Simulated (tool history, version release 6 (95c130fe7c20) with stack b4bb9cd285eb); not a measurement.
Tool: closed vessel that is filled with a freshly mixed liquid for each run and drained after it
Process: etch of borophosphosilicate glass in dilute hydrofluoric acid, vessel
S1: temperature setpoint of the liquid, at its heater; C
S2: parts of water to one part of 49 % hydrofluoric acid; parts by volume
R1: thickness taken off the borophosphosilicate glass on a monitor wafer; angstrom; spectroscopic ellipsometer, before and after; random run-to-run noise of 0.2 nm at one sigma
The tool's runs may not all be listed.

Run 1, hour 0: S1 22 C, S2 55 parts by volume, time in the liquid (s) 35. Result: R1 202.41 angstrom.
Run 2, hour 4.7: S1 20.5 C, S2 55 parts by volume, time in the liquid (s) 35. Result: R1 188.37 angstrom.
Run 3, hour 9.3: S1 20.5 C, S2 55 parts by volume, time in the liquid (s) 35. Result: R1 188.57 angstrom.
Run 4, hour 15.8: S1 21.5 C, S2 50 parts by volume, time in the liquid (s) 35. Result: R1 219.21 angstrom.
Run 5, hour 21.4: S1 18 C, S2 50 parts by volume, time in the liquid (s) 35. Result: R1 188.28 angstrom.
Run 6, hour 28: S1 18 C, S2 70 parts by volume, time in the liquid (s) 35. Result: R1 131.72 angstrom.
Run 7, hour 29.4: S1 22 C, S2 45 parts by volume, time in the liquid (s) 35. Result: R1 251.37 angstrom.
Run 8, hour 34.7: S1 23 C, S2 45 parts by volume, time in the liquid (s) 35. Result: R1 260.76 angstrom.
Run 9, hour 43.5: S1 24 C, S2 45 parts by volume, time in the liquid (s) 35. Result: R1 272.08 angstrom.
Run 10, hour 45.6: S1 24 C, S2 45 parts by volume, time in the liquid (s) 35. Result: R1 270.83 angstrom.
Run 11, hour 54.6: S1 24.5 C, S2 45 parts by volume, time in the liquid (s) 35. Result: R1 279.45 angstrom.

Run 12 has not been measured yet. What should we expect?
Run 12, hour 59.7: S1 25 C, S2 45 parts by volume, time in the liquid (s) 35. Result: R1 ?.

{"run 12": {"R1": 283.85}}

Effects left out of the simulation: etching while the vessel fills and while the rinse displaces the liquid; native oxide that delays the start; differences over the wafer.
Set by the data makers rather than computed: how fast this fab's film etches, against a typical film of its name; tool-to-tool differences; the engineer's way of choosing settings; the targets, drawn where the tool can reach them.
